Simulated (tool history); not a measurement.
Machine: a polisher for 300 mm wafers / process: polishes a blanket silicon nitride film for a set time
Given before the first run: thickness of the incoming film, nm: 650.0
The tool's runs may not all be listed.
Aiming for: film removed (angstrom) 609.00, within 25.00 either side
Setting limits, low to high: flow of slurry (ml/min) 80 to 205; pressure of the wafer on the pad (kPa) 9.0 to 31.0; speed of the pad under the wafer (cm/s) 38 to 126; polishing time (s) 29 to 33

| run | hour | flow of slurry (ml/min) | pressure of the wafer on the pad (kPa) | speed of the pad under the wafer (cm/s) | polishing time (s) | film removed (angstrom) |
|---|---|---|---|---|---|---|
| 1 | 0.0 | 135 | 20.0 | 82 | 33 | 390.47 |
| 2 | 5.9 | 135 | 20.0 | 94 | 33 | 428.68 |
| 3 | 13.3 | 135 | 20.0 | 78 | 33 | 372.57 |
| 4 | 17.7 | 135 | 20.0 | 78 | 33 | 374.64 |
| 5 | 24.9 | 105 | 20.0 | 78 | 33 | 359.50 |
| 6 | 27.9 | 110 | 23.4 | 80 | 33 | 424.85 |
| 7 | 33.5 | 115 | 25.5 | 80 | 33 | 466.17 |
| 8 | 37.5 | 120 | 27.6 | 80 | 33 | 518.32 |

Pick the move, out of 4, that brings all results within their allowed miss; only one does.
| A | 41.5 | 80 | 24.1 | 98 | 29 | ? |
| B | 41.5 | 145 | 31.0 | 82 | 33 | ? |
| C | 41.5 | 135 | 30.3 | 58 | 31 | ? |
| D | 41.5 | 105 | 29.6 | 68 | 33 | ? |

| move | film removed (angstrom) |
|---|---|
| A | 391.20 |
| B | 589.05 |
| C | 418.10 |
| D | 457.53 |
A: its largest miss is bigger than the last run's
B: in spec on every target
C: its largest miss is bigger than the last run's
D: its largest miss is bigger than the last run's
B meets every target.
